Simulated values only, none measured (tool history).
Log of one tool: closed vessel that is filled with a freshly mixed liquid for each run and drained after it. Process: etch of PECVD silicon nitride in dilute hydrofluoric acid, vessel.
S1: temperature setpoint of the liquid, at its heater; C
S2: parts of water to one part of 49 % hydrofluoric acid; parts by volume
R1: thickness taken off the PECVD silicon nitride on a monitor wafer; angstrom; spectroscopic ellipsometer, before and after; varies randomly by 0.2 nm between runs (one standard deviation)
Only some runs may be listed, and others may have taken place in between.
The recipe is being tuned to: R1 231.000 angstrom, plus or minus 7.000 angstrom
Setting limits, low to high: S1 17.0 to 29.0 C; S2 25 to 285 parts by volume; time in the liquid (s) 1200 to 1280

{"run": 1, "hour": 0.0, "S1": 21.0, "S2": 155, "time in the liquid (s)": 1200, "R1": 95.35}
{"run": 2, "hour": 1.9, "S1": 17.5, "S2": 155, "time in the liquid (s)": 1200, "R1": 76.215}
{"run": 3, "hour": 4.6, "S1": 19.5, "S2": 155, "time in the liquid (s)": 1200, "R1": 86.275}
{"run": 4, "hour": 11.8, "S1": 20.5, "S2": 145, "time in the liquid (s)": 1200, "R1": 98.576}
{"run": 5, "hour": 16.6, "S1": 17.0, "S2": 145, "time in the liquid (s)": 1200, "R1": 78.092}
{"run": 6, "hour": 25.1, "S1": 18.5, "S2": 140, "time in the liquid (s)": 1200, "R1": 90.136}
{"run": 7, "hour": 25.9, "S1": 20.0, "S2": 135, "time in the liquid (s)": 1200, "R1": 101.84}
{"run": 8, "hour": 31.9, "S1": 24.0, "S2": 85, "time in the liquid (s)": 1205, "R1": 210.6}
{"run": 9, "hour": 36.4, "S1": 24.5, "S2": 85, "time in the liquid (s)": 1205, "R1": 213.66}

4 candidate next runs follow, results not yet known. Just one meets every target within its allowed miss. Identify it.
{"run": "A", "hour": 40.9, "S1": 21.5, "S2": 80, "time in the liquid (s)": 1200, "R1": "?"}
{"run": "B", "hour": 40.9, "S1": 22.0, "S2": 70, "time in the liquid (s)": 1265, "R1": "?"}
{"run": "C", "hour": 40.9, "S1": 23.0, "S2": 85, "time in the liquid (s)": 1280, "R1": "?"}
{"run": "D", "hour": 40.9, "S1": 26.0, "S2": 100, "time in the liquid (s)": 1200, "R1": "?"}

move=A R1=188.700
move=B R1=234.530
move=C R1=209.720
move=D R1=203.800
A: misses by more than the last run did
B: meets every target
C: misses by more than the last run did
D: misses by more than the last run did
The right move is B.

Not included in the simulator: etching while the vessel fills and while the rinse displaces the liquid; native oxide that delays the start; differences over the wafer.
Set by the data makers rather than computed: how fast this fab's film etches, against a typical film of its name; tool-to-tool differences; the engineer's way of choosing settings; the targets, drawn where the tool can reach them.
